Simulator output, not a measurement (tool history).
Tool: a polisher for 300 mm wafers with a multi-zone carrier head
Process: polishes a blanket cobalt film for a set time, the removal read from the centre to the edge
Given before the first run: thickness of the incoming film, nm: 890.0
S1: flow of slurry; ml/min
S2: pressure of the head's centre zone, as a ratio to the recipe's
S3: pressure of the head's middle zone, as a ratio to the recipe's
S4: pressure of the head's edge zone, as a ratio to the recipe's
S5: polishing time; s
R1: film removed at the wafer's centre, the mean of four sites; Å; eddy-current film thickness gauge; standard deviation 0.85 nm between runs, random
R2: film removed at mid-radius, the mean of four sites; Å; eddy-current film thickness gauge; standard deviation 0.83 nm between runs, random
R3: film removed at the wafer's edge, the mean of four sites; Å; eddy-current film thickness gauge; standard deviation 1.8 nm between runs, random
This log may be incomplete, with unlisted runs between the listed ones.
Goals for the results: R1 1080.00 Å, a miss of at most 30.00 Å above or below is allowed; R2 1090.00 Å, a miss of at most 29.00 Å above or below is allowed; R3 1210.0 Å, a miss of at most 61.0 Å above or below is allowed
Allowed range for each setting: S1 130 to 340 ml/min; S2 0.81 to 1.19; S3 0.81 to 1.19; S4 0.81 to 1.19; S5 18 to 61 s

{"run": 1, "day": 0.0, "S1": 220, "S2": 1.0, "S3": 1.0, "S4": 1.0, "S5": 39, "R1": 1869.9, "R2": 1863.9, "R3": 1762.5}
{"run": 2, "day": 0.188, "S1": 205, "S2": 0.95, "S3": 0.94, "S4": 0.99, "S5": 34, "R1": 1553.7, "R2": 1540.1, "R3": 1573.6}
{"run": 3, "day": 0.55, "S1": 255, "S2": 0.95, "S3": 0.94, "S4": 0.99, "S5": 34, "R1": 1594.0, "R2": 1606.6, "R3": 1575.5}
{"run": 4, "day": 0.65, "S1": 235, "S2": 0.91, "S3": 0.9, "S4": 0.96, "S5": 31, "R1": 1395.5, "R2": 1388.4, "R3": 1421.3}
{"run": 5, "day": 0.738, "S1": 215, "S2": 0.88, "S3": 0.88, "S4": 0.94, "S5": 29, "R1": 1225.3, "R2": 1250.0, "R3": 1293.6}
{"run": 6, "day": 1.008, "S1": 195, "S2": 0.86, "S3": 0.86, "S4": 0.93, "S5": 29, "R1": 1183.5, "R2": 1210.6, "R3": 1271.3}
{"run": 7, "day": 1.046, "S1": 180, "S2": 0.85, "S3": 0.84, "S4": 0.93, "S5": 29, "R1": 1167.1, "R2": 1176.7, "R3": 1279.0}
{"run": 8, "day": 1.325, "S1": 160, "S2": 0.81, "S3": 0.81, "S4": 0.89, "S5": 27, "R1": 1002.5, "R2": 1048.8, "R3": 1141.8}
{"run": 9, "day": 1.454, "S1": 175, "S2": 0.82, "S3": 0.81, "S4": 0.91, "S5": 27, "R1": 1027.8, "R2": 1065.7, "R3": 1179.1}

Exercise: of the 4 proposed moves below, exactly one satisfies all targets within the stated allowed misses. Which move is it?
{"run": "A", "day": 1.583, "S1": 215, "S2": 0.83, "S3": 0.82, "S4": 0.96, "S5": 27, "R1": "?", "R2": "?", "R3": "?"}
{"run": "B", "day": 1.583, "S1": 150, "S2": 0.81, "S3": 0.85, "S4": 0.94, "S5": 27, "R1": "?", "R2": "?", "R3": "?"}
{"run": "C", "day": 1.583, "S1": 170, "S2": 0.96, "S3": 0.85, "S4": 0.81, "S5": 26, "R1": "?", "R2": "?", "R3": "?"}
{"run": "D", "day": 1.583, "S1": 170, "S2": 0.99, "S3": 0.84, "S4": 0.83, "S5": 25, "R1": "?", "R2": "?", "R3": "?"}

move=A R1=1071.00 R2=1095.60 R3=1212.8
move=B R1=981.49 R2=1066.90 R3=1152.2
move=C R1=1149.50 R2=1049.20 R3=1053.7
move=D R1=1140.00 R2=998.93 R3=1024.2
A: meets every target
B: moves away from the targets compared with the last run
C: takes the biggest miss from the last run beyond its target
D: takes the biggest miss from the last run beyond its target
Go with A: it meets all targets.
